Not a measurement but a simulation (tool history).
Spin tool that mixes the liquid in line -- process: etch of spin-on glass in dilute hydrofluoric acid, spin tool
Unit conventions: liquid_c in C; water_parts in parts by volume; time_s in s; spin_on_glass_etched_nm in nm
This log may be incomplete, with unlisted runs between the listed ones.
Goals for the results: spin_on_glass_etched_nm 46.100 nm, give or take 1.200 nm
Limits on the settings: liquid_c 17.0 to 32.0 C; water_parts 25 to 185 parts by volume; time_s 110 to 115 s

{"run": 1, "hour": 0.0, "liquid_c": 24.0, "water_parts": 105, "time_s": 110, "spin_on_glass_etched_nm": 41.787}
{"run": 2, "hour": 5.3, "liquid_c": 24.5, "water_parts": 105, "time_s": 110, "spin_on_glass_etched_nm": 42.946}
{"run": 3, "hour": 9.7, "liquid_c": 24.5, "water_parts": 90, "time_s": 110, "spin_on_glass_etched_nm": 51.137}
{"run": 4, "hour": 15.2, "liquid_c": 24.5, "water_parts": 90, "time_s": 110, "spin_on_glass_etched_nm": 50.549}
{"run": 5, "hour": 18.3, "liquid_c": 24.0, "water_parts": 90, "time_s": 110, "spin_on_glass_etched_nm": 49.446}
{"run": 6, "hour": 20.0, "liquid_c": 24.0, "water_parts": 90, "time_s": 115, "spin_on_glass_etched_nm": 52.043}
{"run": 7, "hour": 23.4, "liquid_c": 23.5, "water_parts": 90, "time_s": 115, "spin_on_glass_etched_nm": 51.215}
{"run": 8, "hour": 24.8, "liquid_c": 23.0, "water_parts": 90, "time_s": 115, "spin_on_glass_etched_nm": 49.591}
{"run": 9, "hour": 32.3, "liquid_c": 22.5, "water_parts": 90, "time_s": 115, "spin_on_glass_etched_nm": 48.779}
{"run": 10, "hour": 40.0, "liquid_c": 22.0, "water_parts": 90, "time_s": 115, "spin_on_glass_etched_nm": 48.303}
{"hour": 45.7, "done": "hydrofluoric acid flow meter replaced"}
{"run": 11, "hour": 45.7, "liquid_c": 21.5, "water_parts": 90, "time_s": 115, "spin_on_glass_etched_nm": 42.607}
{"run": 12, "hour": 52.3, "liquid_c": 22.0, "water_parts": 90, "time_s": 115, "spin_on_glass_etched_nm": 43.719}
{"run": 13, "hour": 58.1, "liquid_c": 22.5, "water_parts": 90, "time_s": 115, "spin_on_glass_etched_nm": 44.38}

Below are 5 possible settings for the next run. Only one of them brings all results inside the allowed miss of their targets. Which is it?
{"run": "A", "hour": 63.9, "liquid_c": 22.0, "water_parts": 90, "time_s": 115, "spin_on_glass_etched_nm": "?"}
{"run": "B", "hour": 63.9, "liquid_c": 21.5, "water_parts": 90, "time_s": 115, "spin_on_glass_etched_nm": "?"}
{"run": "C", "hour": 63.9, "liquid_c": 23.0, "water_parts": 90, "time_s": 110, "spin_on_glass_etched_nm": "?"}
{"run": "D", "hour": 63.9, "liquid_c": 18.0, "water_parts": 70, "time_s": 110, "spin_on_glass_etched_nm": "?"}
{"run": "E", "hour": 63.9, "liquid_c": 18.0, "water_parts": 75, "time_s": 110, "spin_on_glass_etched_nm": "?"}

move=A spin_on_glass_etched_nm=43.662
move=B spin_on_glass_etched_nm=42.782
move=C spin_on_glass_etched_nm=43.487
move=D spin_on_glass_etched_nm=46.522
move=E spin_on_glass_etched_nm=43.180
A: the biggest miss grows against the last run
B: the biggest miss grows against the last run
C: the biggest miss grows against the last run
D: meets every target
E: the biggest miss grows against the last run
So the answer is move D, the one that meets all the targets.

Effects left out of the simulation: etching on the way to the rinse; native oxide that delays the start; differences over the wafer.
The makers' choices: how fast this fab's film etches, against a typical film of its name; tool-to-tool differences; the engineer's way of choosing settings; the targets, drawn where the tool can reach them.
